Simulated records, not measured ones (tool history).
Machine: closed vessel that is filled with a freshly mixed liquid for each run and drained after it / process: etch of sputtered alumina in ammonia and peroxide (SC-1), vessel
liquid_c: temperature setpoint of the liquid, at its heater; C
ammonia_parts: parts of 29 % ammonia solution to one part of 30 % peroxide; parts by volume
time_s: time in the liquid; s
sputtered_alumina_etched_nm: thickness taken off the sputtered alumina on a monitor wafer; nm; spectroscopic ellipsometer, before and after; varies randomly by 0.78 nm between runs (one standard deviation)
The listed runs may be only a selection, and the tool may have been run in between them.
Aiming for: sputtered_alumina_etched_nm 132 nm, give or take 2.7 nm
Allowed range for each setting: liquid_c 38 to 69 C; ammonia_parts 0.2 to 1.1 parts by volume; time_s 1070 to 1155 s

Run 1, hour 0: liquid_c 53 C, ammonia_parts 0.6 parts by volume, time_s 1070 s. Result: sputtered_alumina_etched_nm 85.616 nm.
Run 2, hour 6.6: liquid_c 48.5 C, ammonia_parts 0.6 parts by volume, time_s 1070 s. Result: sputtered_alumina_etched_nm 65.869 nm.
Run 3, hour 8.1: liquid_c 44 C, ammonia_parts 0.6 parts by volume, time_s 1070 s. Result: sputtered_alumina_etched_nm 51.207 nm.
Run 4, hour 15.9: liquid_c 38 C, ammonia_parts 0.6 parts by volume, time_s 1070 s. Result: sputtered_alumina_etched_nm 36.587 nm.
Run 5, hour 20.1: liquid_c 45.5 C, ammonia_parts 0.6 parts by volume, time_s 1070 s. Result: sputtered_alumina_etched_nm 55.923 nm.
Run 6, hour 22.8: liquid_c 49 C, ammonia_parts 0.6 parts by volume, time_s 1070 s. Result: sputtered_alumina_etched_nm 68.708 nm.
Run 7, hour 31.2: liquid_c 52.5 C, ammonia_parts 0.6 parts by volume, time_s 1070 s. Result: sputtered_alumina_etched_nm 83.986 nm.
Run 8, hour 33.3: liquid_c 55 C, ammonia_parts 0.6 parts by volume, time_s 1070 s. Result: sputtered_alumina_etched_nm 93.979 nm.
Run 9, hour 36.8: liquid_c 57 C, ammonia_parts 0.6 parts by volume, time_s 1070 s. Result: sputtered_alumina_etched_nm 105.38 nm.
Run 10, hour 38.4: liquid_c 58.5 C, ammonia_parts 0.6 parts by volume, time_s 1070 s. Result: sputtered_alumina_etched_nm 113.09 nm.

4 next moves are on the table. One of them brings every result within its allowed miss. Which?
Run A, hour 40: liquid_c 56 C, ammonia_parts 0.75 parts by volume, time_s 1070 s. Result: sputtered_alumina_etched_nm ?.
Run B, hour 40: liquid_c 60.5 C, ammonia_parts 0.6 parts by volume, time_s 1125 s. Result: sputtered_alumina_etched_nm ?.
Run C, hour 40: liquid_c 56 C, ammonia_parts 0.5 parts by volume, time_s 1070 s. Result: sputtered_alumina_etched_nm ?.
Run D, hour 40: liquid_c 58.5 C, ammonia_parts 0.65 parts by volume, time_s 1155 s. Result: sputtered_alumina_etched_nm ?.

move  sputtered_alumina_etched_nm
   A                       101.89
   B                       132.52
   C                       98.046
   D                       123.66
A: lands further from the targets than the last run did
B: meets every target
C: lands further from the targets than the last run did
D: moves toward the targets from the last run without getting all of them in spec
Move B is the one to make.

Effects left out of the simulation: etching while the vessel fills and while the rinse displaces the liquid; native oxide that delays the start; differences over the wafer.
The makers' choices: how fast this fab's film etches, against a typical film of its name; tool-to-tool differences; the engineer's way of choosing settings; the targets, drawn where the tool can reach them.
